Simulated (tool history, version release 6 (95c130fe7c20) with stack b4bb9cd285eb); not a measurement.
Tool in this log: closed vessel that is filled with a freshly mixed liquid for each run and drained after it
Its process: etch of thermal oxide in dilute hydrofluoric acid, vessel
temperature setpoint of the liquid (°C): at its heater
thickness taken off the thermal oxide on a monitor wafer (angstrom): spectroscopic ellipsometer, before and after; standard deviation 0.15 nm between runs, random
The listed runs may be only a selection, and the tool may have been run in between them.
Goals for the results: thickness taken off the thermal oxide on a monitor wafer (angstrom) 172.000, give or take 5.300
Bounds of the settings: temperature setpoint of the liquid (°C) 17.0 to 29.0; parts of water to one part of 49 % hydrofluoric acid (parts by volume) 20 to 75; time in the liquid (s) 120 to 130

run  hour  temperature setpoint of the liquid (°C)  parts of water to one part of 49 % hydrofluoric acid (parts by volume)  time in the liquid (s)  thickness taken off the thermal oxide on a monitor wafer (angstrom)
  1   0.0                                     21.0                                                                      45                     120                                                              123.380
  2   8.6                                     21.0                                                                      55                     120                                                               99.637
  3  11.1                                     21.0                                                                      70                     120                                                               78.313
  4  13.8                                     22.5                                                                      65                     120                                                               90.058
  5  15.3                                     22.5                                                                      65                     130                                                               97.383
     18.6  -- thermometer replaced
  6  18.6                                     19.5                                                                      65                     130                                                               81.774
  7  23.5                                     19.5                                                                      65                     130                                                               81.847
  8  29.1                                     21.5                                                                      65                     130                                                               87.701
  9  37.9                                     23.0                                                                      60                     130                                                              103.260
 10  39.0                                     24.0                                                                      55                     130                                                              117.420

Of the 5 settings listed for the next run, only one would bring every result within its allowed miss of target. Which one?
  A  40.1                                     23.5                                                                      45                     130                                                                    ?
  B  40.1                                     29.0                                                                      50                     130                                                                    ?
  C  40.1                                     26.5                                                                      45                     130                                                                    ?
  D  40.1                                     28.0                                                                      45                     130                                                                    ?
  E  40.1                                     23.5                                                                      40                     130                                                                    ?

move  thickness taken off the thermal oxide on a monitor wafer (angstrom)
   A                                                              141.660
   B                                                              158.200
   C                                                              160.200
   D                                                              170.180
   E                                                              160.420
A: closes in on the targets versus the last run, not all within tolerance yet
B: closes in on the targets versus the last run, not all within tolerance yet
C: closes in on the targets versus the last run, not all within tolerance yet
D: every result lands within tolerance
E: closes in on the targets versus the last run, not all within tolerance yet
Move D is the one to make.
